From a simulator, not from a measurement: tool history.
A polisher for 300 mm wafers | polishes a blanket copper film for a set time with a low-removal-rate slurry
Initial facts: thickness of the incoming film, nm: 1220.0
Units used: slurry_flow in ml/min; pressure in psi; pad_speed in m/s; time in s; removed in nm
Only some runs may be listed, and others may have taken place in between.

run 1 hour=0.0 | slurry_flow=150 pressure=2.4 pad_speed=1.24 slurry_solids=1.0 time=22 | removed=81.470
run 2 hour=6.8 | slurry_flow=135 pressure=2.4 pad_speed=1.24 slurry_solids=1.0 time=22 | removed=80.193
run 3 hour=15.0 | slurry_flow=140 pressure=2.6 pad_speed=1.24 slurry_solids=1.0 time=22 | removed=83.033
run 4 hour=16.8 | slurry_flow=150 pressure=2.8 pad_speed=1.24 slurry_solids=1.0 time=22 | removed=90.666
run 5 hour=23.7 | slurry_flow=150 pressure=2.8 pad_speed=1.24 slurry_solids=1.0 time=22 | removed=90.699
run 6 hour=30.4 | slurry_flow=165 pressure=2.8 pad_speed=1.24 slurry_solids=1.0 time=22 | removed=93.452
run 7 hour=38.4 | slurry_flow=175 pressure=2.9 pad_speed=1.24 slurry_solids=1.0 time=22 | removed=94.719
run 8 hour=44.0 | slurry_flow=175 pressure=3.0 pad_speed=1.24 slurry_solids=1.0 time=22 | removed=97.951

What will run 9 give?
run 9 hour=53.0 | slurry_flow=175 pressure=3.1 pad_speed=1.24 slurry_solids=1.0 time=22 | removed=?

For run 9 the tool returned removed 99.970 nm.

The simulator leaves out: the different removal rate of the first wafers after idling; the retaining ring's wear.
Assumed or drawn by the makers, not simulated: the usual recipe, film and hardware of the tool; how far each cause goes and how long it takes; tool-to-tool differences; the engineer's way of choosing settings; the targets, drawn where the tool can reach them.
